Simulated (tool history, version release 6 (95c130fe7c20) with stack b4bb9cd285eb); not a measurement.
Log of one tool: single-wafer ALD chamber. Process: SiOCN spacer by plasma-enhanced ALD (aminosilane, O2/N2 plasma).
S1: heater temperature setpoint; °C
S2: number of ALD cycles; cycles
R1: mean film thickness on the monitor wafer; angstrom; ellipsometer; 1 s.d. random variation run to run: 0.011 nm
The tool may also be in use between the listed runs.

run  hour   S1  S2      R1
  1     0  385  67  40.856
  2   3.2  385  66  40.712
  3   8.8  385  75  46.177
  4  16.7  385  73  44.434
  5  18.3  385  71  43.367
  6    27  385  75  45.704
  7  33.4  385  73  44.644
  8  36.8  385  71  43.589

Run 9 comes next. What will it give?
  9  38.2  385  60   ?

{"run 9": {"R1": 36.82}}

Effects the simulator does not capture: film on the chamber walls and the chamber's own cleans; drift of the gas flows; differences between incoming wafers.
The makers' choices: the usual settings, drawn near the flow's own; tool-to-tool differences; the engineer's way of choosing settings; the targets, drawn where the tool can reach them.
